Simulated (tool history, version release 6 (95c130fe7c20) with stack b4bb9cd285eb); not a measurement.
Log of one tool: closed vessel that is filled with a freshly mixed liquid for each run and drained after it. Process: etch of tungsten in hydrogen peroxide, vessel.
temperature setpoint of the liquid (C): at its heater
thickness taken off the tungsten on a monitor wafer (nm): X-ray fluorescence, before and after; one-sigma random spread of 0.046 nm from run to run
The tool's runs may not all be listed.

| run | hour | temperature setpoint of the liquid (C) | concentration of hydrogen peroxide in the mixed liquid (% by weight) | time in the liquid (s) | thickness taken off the tungsten on a monitor wafer (nm) |
|---|---|---|---|---|---|
| 1 | 0.0 | 44.0 | 18.5 | 30 | 22.2120 |
| 2 | 5.6 | 42.0 | 17.5 | 30 | 18.7270 |
| 3 | 9.3 | 45.5 | 17.5 | 30 | 23.3900 |
| 4 | 18.2 | 43.0 | 16.5 | 30 | 19.7160 |
|  | 23.4 | thermometer replaced |
| 5 | 23.4 | 39.5 | 16.5 | 30 | 13.7380 |
| 6 | 30.8 | 38.5 | 16.5 | 30 | 12.9490 |

Run 7 has not been measured yet. What should we expect?
| 7 | 37.2 | 32.0 | 12.0 | 30 | ? |

thickness taken off the tungsten on a monitor wafer (nm): 7.0915
